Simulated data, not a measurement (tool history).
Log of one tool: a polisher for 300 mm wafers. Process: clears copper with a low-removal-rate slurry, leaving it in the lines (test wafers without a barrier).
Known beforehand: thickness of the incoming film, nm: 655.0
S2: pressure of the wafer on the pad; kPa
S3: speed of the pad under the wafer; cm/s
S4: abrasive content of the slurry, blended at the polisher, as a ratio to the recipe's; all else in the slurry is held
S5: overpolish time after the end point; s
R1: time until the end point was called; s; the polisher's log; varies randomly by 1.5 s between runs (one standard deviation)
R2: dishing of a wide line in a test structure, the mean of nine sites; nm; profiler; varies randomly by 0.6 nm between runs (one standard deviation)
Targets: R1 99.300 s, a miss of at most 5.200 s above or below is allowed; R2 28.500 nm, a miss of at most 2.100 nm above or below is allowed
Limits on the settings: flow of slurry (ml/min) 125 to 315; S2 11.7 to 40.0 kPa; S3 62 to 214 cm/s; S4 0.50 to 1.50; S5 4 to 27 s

run 1 hour=0.0 | flow_of_slurry_(ml/min)=205 S2=25.5 S3=138 S4=1.00 S5=14 | R1=123.100 R2=47.103
run 2 hour=7.1 | flow_of_slurry_(ml/min)=205 S2=25.5 S3=152 S4=1.00 S5=14 | R1=113.950 R2=50.818
run 3 hour=12.7 | flow_of_slurry_(ml/min)=205 S2=25.5 S3=152 S4=1.00 S5=19 | R1=113.290 R2=60.873
run 4 hour=19.1 | flow_of_slurry_(ml/min)=225 S2=25.5 S3=152 S4=1.00 S5=19 | R1=113.160 R2=60.893
run 5 hour=26.2 | flow_of_slurry_(ml/min)=225 S2=25.5 S3=152 S4=1.00 S5=24 | R1=111.980 R2=72.313
run 6 hour=33.7 | flow_of_slurry_(ml/min)=250 S2=24.8 S3=154 S4=1.05 S5=18 | R1=110.260 R2=59.544
run 7 hour=36.7 | flow_of_slurry_(ml/min)=270 S2=24.8 S3=154 S4=0.95 S5=14 | R1=116.400 R2=49.564
run 8 hour=37.9 | flow_of_slurry_(ml/min)=265 S2=23.4 S3=156 S4=1.10 S5=11 | R1=115.590 R2=41.535
run 9 hour=39.7 | flow_of_slurry_(ml/min)=280 S2=22.8 S3=162 S4=1.20 S5=9 | R1=115.230 R2=35.237
run 10 hour=48.6 | flow_of_slurry_(ml/min)=280 S2=22.8 S3=162 S4=1.20 S5=9 | R1=116.900 R2=35.534
run 11 hour=50.8 | flow_of_slurry_(ml/min)=285 S2=23.4 S3=164 S4=1.30 S5=8 | R1=105.920 R2=33.563
run 12 hour=51.5 | flow_of_slurry_(ml/min)=285 S2=23.4 S3=164 S4=1.35 S5=7 | R1=104.640 R2=31.062
run 13 hour=53.5 | flow_of_slurry_(ml/min)=285 S2=23.4 S3=164 S4=1.40 S5=7 | R1=106.120 R2=31.259
run 14 hour=59.3 | flow_of_slurry_(ml/min)=285 S2=25.5 S3=166 S4=1.40 S5=4 | R1=96.343 R2=20.300
run 15 hour=65.7 | flow_of_slurry_(ml/min)=285 S2=24.1 S3=170 S4=1.40 S5=4 | R1=101.480 R2=19.626
run 16 hour=71.2 | flow_of_slurry_(ml/min)=285 S2=24.8 S3=170 S4=1.40 S5=10 | R1=97.138 R2=42.817
run 17 hour=74.2 | flow_of_slurry_(ml/min)=265 S2=25.5 S3=168 S4=1.40 S5=10 | R1=95.957 R2=44.509
run 18 hour=82.8 | flow_of_slurry_(ml/min)=265 S2=26.2 S3=162 S4=1.35 S5=9 | R1=94.928 R2=42.708
run 19 hour=87.4 | flow_of_slurry_(ml/min)=265 S2=25.5 S3=170 S4=1.30 S5=9 | R1=96.321 R2=41.412
run 20 hour=90.4 | flow_of_slurry_(ml/min)=265 S2=25.5 S3=166 S4=1.30 S5=8 | R1=100.700 R2=36.149
run 21 hour=97.2 | flow_of_slurry_(ml/min)=270 S2=25.5 S3=164 S4=1.35 S5=7 | R1=97.094 R2=32.781

Consider the 5 candidate settings below. Which is the only one whose results all fall within their allowed miss of target?
run A hour=104.0 | flow_of_slurry_(ml/min)=280 S2=22.1 S3=158 S4=1.35 S5=9 | R1=? R2=?
run B hour=104.0 | flow_of_slurry_(ml/min)=245 S2=25.5 S3=152 S4=1.50 S5=8 | R1=? R2=?
run C hour=104.0 | flow_of_slurry_(ml/min)=255 S2=22.8 S3=160 S4=1.25 S5=6 | R1=? R2=?
run D hour=104.0 | flow_of_slurry_(ml/min)=275 S2=24.8 S3=170 S4=1.20 S5=6 | R1=? R2=?
run E hour=104.0 | flow_of_slurry_(ml/min)=215 S2=26.9 S3=164 S4=1.45 S5=8 | R1=? R2=?

move=A R1=116.310 R2=34.004
move=B R1=103.420 R2=34.191
move=C R1=114.500 R2=24.462
move=D R1=100.290 R2=27.513
move=E R1=94.469 R2=36.887
A: its largest miss is bigger than the last run's
B: its largest miss is bigger than the last run's
C: pushes the last run's worst result past its target
D: in spec on every target
E: its largest miss is bigger than the last run's
D is the move that brings every result within its allowed miss.
